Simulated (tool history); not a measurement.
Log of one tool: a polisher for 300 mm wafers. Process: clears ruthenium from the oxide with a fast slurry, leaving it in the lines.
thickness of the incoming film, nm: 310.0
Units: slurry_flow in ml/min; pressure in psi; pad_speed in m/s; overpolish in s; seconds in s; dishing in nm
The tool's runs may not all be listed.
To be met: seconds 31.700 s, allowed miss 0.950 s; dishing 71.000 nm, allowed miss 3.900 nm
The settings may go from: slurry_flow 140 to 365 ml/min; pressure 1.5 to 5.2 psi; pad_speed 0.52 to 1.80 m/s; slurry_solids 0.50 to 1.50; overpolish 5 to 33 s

Run 1, day 0.000: slurry_flow 235 ml/min, pressure 3.3 psi, pad_speed 1.16 m/s, slurry_solids 1.00, overpolish 17 s. Result: seconds 49.126 s, dishing 76.914 nm.
Run 2, day 0.221: slurry_flow 235 ml/min, pressure 3.3 psi, pad_speed 1.06 m/s, slurry_solids 1.00, overpolish 17 s. Result: seconds 53.657 s, dishing 70.535 nm.
Run 3, day 0.329: slurry_flow 240 ml/min, pressure 3.8 psi, pad_speed 1.06 m/s, slurry_solids 1.00, overpolish 15 s. Result: seconds 49.940 s, dishing 69.771 nm.
Run 4, day 0.488: slurry_flow 265 ml/min, pressure 3.8 psi, pad_speed 1.06 m/s, slurry_solids 1.00, overpolish 15 s. Result: seconds 49.220 s, dishing 67.017 nm.
Run 5, day 0.658: slurry_flow 220 ml/min, pressure 3.8 psi, pad_speed 1.06 m/s, slurry_solids 1.00, overpolish 15 s. Result: seconds 50.267 s, dishing 67.571 nm.
Run 6, day 0.846: slurry_flow 230 ml/min, pressure 4.2 psi, pad_speed 1.12 m/s, slurry_solids 1.00, overpolish 13 s. Result: seconds 44.928 s, dishing 65.368 nm.
Run 7, day 1.046: slurry_flow 235 ml/min, pressure 4.5 psi, pad_speed 1.18 m/s, slurry_solids 1.00, overpolish 12 s. Result: seconds 40.885 s, dishing 67.915 nm.
Run 8, day 1.121: slurry_flow 240 ml/min, pressure 4.7 psi, pad_speed 1.22 m/s, slurry_solids 1.00, overpolish 11 s. Result: seconds 37.660 s, dishing 67.049 nm.
Run 9, day 1.196: slurry_flow 245 ml/min, pressure 4.8 psi, pad_speed 1.24 m/s, slurry_solids 1.00, overpolish 11 s. Result: seconds 37.094 s, dishing 68.239 nm.
Run 10, day 1.571: slurry_flow 245 ml/min, pressure 4.9 psi, pad_speed 1.28 m/s, slurry_solids 1.00, overpolish 11 s. Result: seconds 35.067 s, dishing 71.818 nm.
Run 11, day 1.829: slurry_flow 265 ml/min, pressure 5.2 psi, pad_speed 1.28 m/s, slurry_solids 1.00, overpolish 9 s. Result: seconds 32.937 s, dishing 63.117 nm.
Run 12, day 1.929: slurry_flow 260 ml/min, pressure 5.2 psi, pad_speed 1.30 m/s, slurry_solids 1.00, overpolish 9 s. Result: seconds 33.436 s, dishing 61.780 nm.
Run 13, day 2.092: slurry_flow 250 ml/min, pressure 5.2 psi, pad_speed 1.32 m/s, slurry_solids 1.00, overpolish 9 s. Result: seconds 31.951 s, dishing 64.205 nm.
Run 14, day 2.338: slurry_flow 250 ml/min, pressure 5.2 psi, pad_speed 1.32 m/s, slurry_solids 1.00, overpolish 9 s. Result: seconds 32.395 s, dishing 65.117 nm.
Run 15, day 2.438: slurry_flow 245 ml/min, pressure 5.2 psi, pad_speed 1.34 m/s, slurry_solids 1.00, overpolish 9 s. Result: seconds 31.905 s, dishing 63.758 nm.
Run 16, day 2.488: slurry_flow 255 ml/min, pressure 5.2 psi, pad_speed 1.34 m/s, slurry_solids 1.00, overpolish 11 s. Result: seconds 32.237 s, dishing 75.233 nm.

Which of these 5 next moves meets every target?
Run A, day 2.538: slurry_flow 180 ml/min, pressure 5.2 psi, pad_speed 1.42 m/s, slurry_solids 0.85, overpolish 10 s. Result: seconds ?, dishing ?.
Run B, day 2.538: slurry_flow 270 ml/min, pressure 4.9 psi, pad_speed 1.28 m/s, slurry_solids 1.05, overpolish 11 s. Result: seconds ?, dishing ?.
Run C, day 2.538: slurry_flow 280 ml/min, pressure 5.0 psi, pad_speed 1.34 m/s, slurry_solids 0.95, overpolish 11 s. Result: seconds ?, dishing ?.
Run D, day 2.538: slurry_flow 240 ml/min, pressure 5.2 psi, pad_speed 1.24 m/s, slurry_solids 1.20, overpolish 9 s. Result: seconds ?, dishing ?.
Run E, day 2.538: slurry_flow 165 ml/min, pressure 4.5 psi, pad_speed 1.66 m/s, slurry_solids 0.90, overpolish 10 s. Result: seconds ?, dishing ?.

move  seconds  dishing
   A   33.939   68.444
   B   34.046   73.685
   C   33.526   74.587
   D   32.134   65.677
   E   31.575   72.526
A: brings the result that was furthest off to its target, and leaves another outside
B: brings the result that was furthest off to its target, and leaves another outside
C: brings the result that was furthest off to its target, and leaves another outside
D: takes the result that was furthest off past its target
E: meets every target
The right move is E.
